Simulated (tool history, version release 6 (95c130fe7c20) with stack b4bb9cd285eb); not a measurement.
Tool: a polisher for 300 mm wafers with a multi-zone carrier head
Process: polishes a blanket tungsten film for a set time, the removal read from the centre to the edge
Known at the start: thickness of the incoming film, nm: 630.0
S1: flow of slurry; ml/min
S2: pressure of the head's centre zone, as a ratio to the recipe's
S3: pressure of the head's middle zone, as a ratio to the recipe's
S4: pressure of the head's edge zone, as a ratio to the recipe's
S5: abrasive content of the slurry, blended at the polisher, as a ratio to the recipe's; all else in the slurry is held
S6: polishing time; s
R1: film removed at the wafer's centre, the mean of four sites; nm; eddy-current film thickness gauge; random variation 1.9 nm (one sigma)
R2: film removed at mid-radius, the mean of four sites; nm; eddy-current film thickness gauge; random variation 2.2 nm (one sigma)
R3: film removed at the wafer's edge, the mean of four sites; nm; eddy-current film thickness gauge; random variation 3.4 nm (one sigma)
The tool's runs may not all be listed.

| run | hour | S1 | S2 | S3 | S4 | S5 | S6 | R1 | R2 | R3 |
|---|---|---|---|---|---|---|---|---|---|---|
| 1 | 0 | 215 | 1 | 1 | 1 | 1 | 47 | 242.13 | 252.17 | 241.3 |
| 2 | 7.6 | 230 | 0.99 | 1.03 | 1.02 | 1 | 47 | 236.27 | 256.22 | 254.38 |
| 3 | 14.4 | 230 | 0.99 | 1.03 | 1.02 | 1.2 | 47 | 243.09 | 268.75 | 257.03 |
| 4 | 18.3 | 230 | 0.99 | 0.96 | 1.02 | 1.2 | 47 | 247.06 | 252.16 | 260.28 |
| 5 | 19.6 | 230 | 0.99 | 0.96 | 1.02 | 1.2 | 38 | 196.84 | 202.56 | 204.02 |
| 6 | 26.5 | 240 | 1 | 1.01 | 1.04 | 1.3 | 39 | 208.45 | 220.11 | 219.25 |
| 7 | 27.2 | 245 | 1 | 1.05 | 1.04 | 1.35 | 40 | 215.62 | 238.17 | 227.68 |
| 8 | 31.4 | 255 | 1.01 | 1.08 | 1.05 | 1.4 | 41 | 226.53 | 249.46 | 233.02 |

Forecast run 9:
| 9 | 39.1 | 255 | 1 | 1.1 | 1.06 | 1.45 | 42 | ? | ? | ? |

R1: 233.88 nm
R2: 256.85 nm
R3: 243.32 nm
